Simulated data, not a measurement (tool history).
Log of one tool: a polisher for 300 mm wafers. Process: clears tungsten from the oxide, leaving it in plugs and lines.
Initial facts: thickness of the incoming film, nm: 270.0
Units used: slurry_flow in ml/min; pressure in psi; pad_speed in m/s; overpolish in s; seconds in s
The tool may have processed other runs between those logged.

run,hour,slurry_flow,pressure,pad_speed,slurry_solids,overpolish,seconds
1,0.0,190,3.3,0.98,1.0,16,67.000
2,4.5,190,3.1,0.98,1.0,16,71.110
3,5.3,190,3.0,0.98,1.0,16,73.152
4,11.2,190,2.9,0.98,1.0,16,76.378
5,14.6,190,3.3,0.98,1.0,16,67.302
6,18.0,190,3.9,0.98,1.0,16,57.732
7,20.2,190,3.6,0.98,1.0,16,63.241
8,29.2,190,3.4,0.98,1.0,16,64.631
9,32.1,190,3.2,0.98,1.0,16,69.033

For run 10, what comes out?
10,33.8,190,3.2,0.98,1.0,16,?

{"run 10": {"seconds": 69.489}}
